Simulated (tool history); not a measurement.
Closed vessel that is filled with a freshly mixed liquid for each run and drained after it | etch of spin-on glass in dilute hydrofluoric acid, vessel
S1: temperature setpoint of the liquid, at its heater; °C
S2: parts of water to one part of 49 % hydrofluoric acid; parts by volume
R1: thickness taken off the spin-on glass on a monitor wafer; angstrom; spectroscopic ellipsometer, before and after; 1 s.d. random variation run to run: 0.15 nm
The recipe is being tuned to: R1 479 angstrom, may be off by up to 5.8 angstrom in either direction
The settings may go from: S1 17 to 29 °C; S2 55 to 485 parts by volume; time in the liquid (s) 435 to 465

run 1 hour=0 | S1=21 S2=270 time_in_the_liquid_(s)=435 | R1=380.38
run 2 hour=5.8 | S1=23.5 S2=270 time_in_the_liquid_(s)=435 | R1=416.12
run 3 hour=10.3 | S1=23.5 S2=230 time_in_the_liquid_(s)=435 | R1=506
run 4 hour=11.5 | S1=23 S2=230 time_in_the_liquid_(s)=435 | R1=497.29
run 5 hour=20.2 | S1=22.5 S2=230 time_in_the_liquid_(s)=435 | R1=487.29
run 6 hour=28.4 | S1=22.5 S2=230 time_in_the_liquid_(s)=465 | R1=523.7
run 7 hour=32.5 | S1=21.5 S2=230 time_in_the_liquid_(s)=465 | R1=507.16
run 8 hour=39.6 | S1=19.5 S2=230 time_in_the_liquid_(s)=465 | R1=467.5

Exactly one of the 5 candidate moves below puts every result within its allowed miss. Which one?
run A hour=46.7 | S1=20 S2=230 time_in_the_liquid_(s)=445 | R1=?
run B hour=46.7 | S1=24 S2=265 time_in_the_liquid_(s)=465 | R1=?
run C hour=46.7 | S1=19 S2=220 time_in_the_liquid_(s)=460 | R1=?
run D hour=46.7 | S1=20 S2=240 time_in_the_liquid_(s)=465 | R1=?
run E hour=46.7 | S1=19 S2=220 time_in_the_liquid_(s)=445 | R1=?

move=A R1=455.97
move=B R1=462.82
move=C R1=478.77
move=D R1=452.31
move=E R1=463.16
A: further off than the last run
B: further off than the last run
C: all results in spec
D: further off than the last run
E: further off than the last run
The move that meets every target is C.

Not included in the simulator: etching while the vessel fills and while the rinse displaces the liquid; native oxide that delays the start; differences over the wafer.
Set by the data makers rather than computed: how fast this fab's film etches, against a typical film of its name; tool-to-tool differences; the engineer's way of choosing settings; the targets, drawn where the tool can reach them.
